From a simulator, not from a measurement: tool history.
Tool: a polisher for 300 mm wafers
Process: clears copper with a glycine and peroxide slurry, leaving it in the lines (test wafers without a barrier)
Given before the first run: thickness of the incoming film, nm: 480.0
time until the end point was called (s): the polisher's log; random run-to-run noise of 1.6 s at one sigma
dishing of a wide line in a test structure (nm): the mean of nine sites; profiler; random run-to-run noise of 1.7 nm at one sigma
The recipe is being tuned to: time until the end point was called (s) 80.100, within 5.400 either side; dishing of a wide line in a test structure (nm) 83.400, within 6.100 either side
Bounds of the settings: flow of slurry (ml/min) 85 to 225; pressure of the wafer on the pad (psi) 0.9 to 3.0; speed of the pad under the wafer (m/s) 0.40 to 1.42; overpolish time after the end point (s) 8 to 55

| run | hour | flow of slurry (ml/min) | pressure of the wafer on the pad (psi) | speed of the pad under the wafer (m/s) | overpolish time after the end point (s) | time until the end point was called (s) | dishing of a wide line in a test structure (nm) |
|---|---|---|---|---|---|---|---|
| 1 | 0.0 | 145 | 1.9 | 0.90 | 28 | 123.970 | 53.589 |
| 2 | 5.5 | 145 | 2.2 | 0.92 | 30 | 103.350 | 60.773 |
| 3 | 10.2 | 145 | 2.3 | 0.94 | 33 | 101.420 | 67.713 |
| 4 | 14.7 | 145 | 2.5 | 0.96 | 34 | 90.265 | 69.843 |
| 5 | 20.0 | 145 | 2.3 | 0.96 | 34 | 98.617 | 68.505 |
| 6 | 29.0 | 145 | 2.4 | 0.98 | 36 | 92.439 | 72.768 |
| 7 | 30.7 | 145 | 2.5 | 0.98 | 37 | 90.833 | 76.541 |
| 8 | 31.8 | 145 | 2.6 | 0.98 | 37 | 85.933 | 78.799 |

Pick the move, out of 5, that brings all results within their allowed miss; only one does.
| A | 32.9 | 160 | 3.0 | 0.90 | 37 | ? | ? |
| B | 32.9 | 175 | 2.3 | 1.12 | 31 | ? | ? |
| C | 32.9 | 85 | 2.6 | 1.16 | 30 | ? | ? |
| D | 32.9 | 155 | 3.0 | 0.90 | 28 | ? | ? |
| E | 32.9 | 155 | 2.8 | 0.82 | 48 | ? | ? |

| move | time until the end point was called (s) | dishing of a wide line in a test structure (nm) |
|---|---|---|
| A | 82.214 | 82.057 |
| B | 86.084 | 70.256 |
| C | 86.722 | 69.575 |
| D | 82.613 | 70.610 |
| E | 93.243 | 87.010 |
A: meets every target
B: its largest miss is bigger than the last run's
C: its largest miss is bigger than the last run's
D: corrects the largest miss of the last run, while another result sits out of spec
E: its largest miss is bigger than the last run's
Correct choice: A, which meets every target
